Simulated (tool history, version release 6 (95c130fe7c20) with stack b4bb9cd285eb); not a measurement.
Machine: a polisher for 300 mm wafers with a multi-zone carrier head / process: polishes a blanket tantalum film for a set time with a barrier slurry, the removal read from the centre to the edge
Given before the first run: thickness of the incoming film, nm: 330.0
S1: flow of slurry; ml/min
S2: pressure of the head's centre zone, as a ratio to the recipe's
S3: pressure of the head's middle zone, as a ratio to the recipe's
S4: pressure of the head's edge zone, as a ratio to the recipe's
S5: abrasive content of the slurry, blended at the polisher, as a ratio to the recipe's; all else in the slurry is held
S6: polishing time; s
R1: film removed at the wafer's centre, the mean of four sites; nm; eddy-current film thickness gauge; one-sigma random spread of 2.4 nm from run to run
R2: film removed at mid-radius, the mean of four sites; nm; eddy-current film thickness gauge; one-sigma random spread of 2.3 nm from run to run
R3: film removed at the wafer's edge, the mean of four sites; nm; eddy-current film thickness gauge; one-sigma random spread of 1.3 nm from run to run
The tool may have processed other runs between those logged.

{"run": 1, "day": 0.0, "S1": 250, "S2": 1, "S3": 1, "S4": 1, "S5": 1, "S6": 53, "R1": 135.51, "R2": 136.97, "R3": 142.9}
{"run": 2, "day": 0.029, "S1": 250, "S2": 1, "S3": 1, "S4": 1, "S5": 0.8, "S6": 53, "R1": 131.92, "R2": 129.04, "R3": 134.74}
{"run": 3, "day": 0.058, "S1": 255, "S2": 1.01, "S3": 1.01, "S4": 1.02, "S5": 0.9, "S6": 53, "R1": 136.05, "R2": 134.16, "R3": 140.91}
{"run": 4, "day": 0.225, "S1": 255, "S2": 1.01, "S3": 1.01, "S4": 0.95, "S5": 0.9, "S6": 53, "R1": 135.04, "R2": 131.36, "R3": 139.13}
{"run": 5, "day": 0.35, "S1": 260, "S2": 1.02, "S3": 1.01, "S4": 0.96, "S5": 1, "S6": 53, "R1": 141.75, "R2": 138.89, "R3": 139.94}
{"run": 6, "day": 0.688, "S1": 230, "S2": 1.02, "S3": 1.01, "S4": 0.96, "S5": 1, "S6": 53, "R1": 142.29, "R2": 137.72, "R3": 139.28}
{"run": 7, "day": 0.825, "S1": 230, "S2": 1.02, "S3": 1.01, "S4": 0.96, "S5": 1, "S6": 53, "R1": 135.25, "R2": 134.39, "R3": 139.8}

What will run 8 give?
{"day": 0.875, "done": "edge zone pressure recalibrated"}
{"run": 8, "day": 0.875, "S1": 235, "S2": 1.02, "S3": 1, "S4": 0.98, "S5": 1.1, "S6": 53, "R1": "?", "R2": "?", "R3": "?"}

For run 8 the tool returned R1 143.21 nm, R2 140 nm, R3 139.11 nm.
